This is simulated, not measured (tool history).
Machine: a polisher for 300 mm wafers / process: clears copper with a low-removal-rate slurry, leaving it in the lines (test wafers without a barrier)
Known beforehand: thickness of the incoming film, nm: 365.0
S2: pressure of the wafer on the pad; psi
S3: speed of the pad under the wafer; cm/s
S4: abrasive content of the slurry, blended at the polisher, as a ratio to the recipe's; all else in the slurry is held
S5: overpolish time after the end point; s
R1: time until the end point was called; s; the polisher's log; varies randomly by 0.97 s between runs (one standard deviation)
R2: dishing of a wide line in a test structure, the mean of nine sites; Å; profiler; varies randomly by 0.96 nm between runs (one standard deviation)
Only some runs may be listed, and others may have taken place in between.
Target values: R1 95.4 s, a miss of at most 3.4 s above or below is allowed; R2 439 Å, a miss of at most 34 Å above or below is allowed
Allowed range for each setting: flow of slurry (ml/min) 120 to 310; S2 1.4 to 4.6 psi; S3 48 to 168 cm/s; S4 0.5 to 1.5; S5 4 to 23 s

Run 1, day 0: flow of slurry (ml/min) 200, S2 3 psi, S3 108 cm/s, S4 1, S5 12 s. Result: R1 129.28 s, R2 228.87 Å.
Run 2, day 0.367: flow of slurry (ml/min) 200, S2 3.2 psi, S3 108 cm/s, S4 1, S5 13 s. Result: R1 120.08 s, R2 259.47 Å.
Run 3, day 0.442: flow of slurry (ml/min) 200, S2 3.2 psi, S3 108 cm/s, S4 1.15, S5 13 s. Result: R1 115.08 s, R2 270.04 Å.
Run 4, day 0.592: flow of slurry (ml/min) 200, S2 3.2 psi, S3 108 cm/s, S4 1.3, S5 13 s. Result: R1 110.7 s, R2 277.78 Å.
Run 5, day 0.638: flow of slurry (ml/min) 200, S2 3.3 psi, S3 108 cm/s, S4 1.3, S5 14 s. Result: R1 106.3 s, R2 309.81 Å.
Run 6, day 0.858: flow of slurry (ml/min) 200, S2 3.3 psi, S3 108 cm/s, S4 1.45, S5 14 s. Result: R1 103.85 s, R2 319.48 Å.
Run 7, day 0.954: flow of slurry (ml/min) 200, S2 3.4 psi, S3 108 cm/s, S4 1.45, S5 15 s. Result: R1 101.63 s, R2 355.21 Å.
Run 8, day 1.233: flow of slurry (ml/min) 205, S2 3.5 psi, S3 108 cm/s, S4 1.45, S5 16 s. Result: R1 97.612 s, R2 371.21 Å.
Run 9, day 1.392: flow of slurry (ml/min) 205, S2 3.5 psi, S3 108 cm/s, S4 1.45, S5 16 s. Result: R1 99.562 s, R2 382.62 Å.
Run 10, day 1.688: flow of slurry (ml/min) 205, S2 3.6 psi, S3 108 cm/s, S4 1.45, S5 17 s. Result: R1 96.103 s, R2 388.34 Å.

Consider the 5 candidate settings below. Which is the only one whose results all fall within their allowed miss of target?
Run A, day 1.983: flow of slurry (ml/min) 205, S2 3.7 psi, S3 102 cm/s, S4 1.5, S5 14 s. Result: R1 ?, R2 ?.
Run B, day 1.983: flow of slurry (ml/min) 225, S2 3.3 psi, S3 118 cm/s, S4 1.5, S5 22 s. Result: R1 ?, R2 ?.
Run C, day 1.983: flow of slurry (ml/min) 240, S2 3.7 psi, S3 102 cm/s, S4 1.5, S5 19 s. Result: R1 ?, R2 ?.
Run D, day 1.983: flow of slurry (ml/min) 180, S2 4 psi, S3 100 cm/s, S4 1.35, S5 14 s. Result: R1 ?, R2 ?.
Run E, day 1.983: flow of slurry (ml/min) 220, S2 4 psi, S3 94 cm/s, S4 1.5, S5 15 s. Result: R1 ?, R2 ?.

move      R1      R2
   A  96.412  332.25
   B  92.406  493.19
   C  94.464  435.45
   D  95.575  335.84
   E  95.765  355.57
A: misses by more than the last run did
B: the result that was furthest off in the last run now lies on the other side of its target
C: every result within its allowed miss
D: misses by more than the last run did
E: misses by more than the last run did
So the answer is move C, the one that meets all the targets.
